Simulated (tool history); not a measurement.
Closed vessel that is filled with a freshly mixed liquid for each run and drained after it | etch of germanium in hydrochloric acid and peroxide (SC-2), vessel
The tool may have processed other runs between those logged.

run,hour,temperature setpoint of the liquid (°C),parts of water to one part each of 37 % hydrochloric acid and 30 % peroxide (parts by volume),time in the liquid (s),thickness taken off the germanium on a monitor wafer (nm)
1,0,47,5.5,30,44.708
2,5.3,47,4,30,44.456
3,8.3,47,4,30,45.061
4,12.2,47,4,30,45.051
5,20.2,50.5,4,30,50.387
6,24.9,50.5,4,30,49.447
7,28.2,53,4,30,54.178
8,33.5,54.5,4,30,56.693

Run 9 comes next. What will it give?
9,39.4,55.5,4,30,?

{"run 9": {"thickness taken off the germanium on a monitor wafer (nm)": 59.073}}
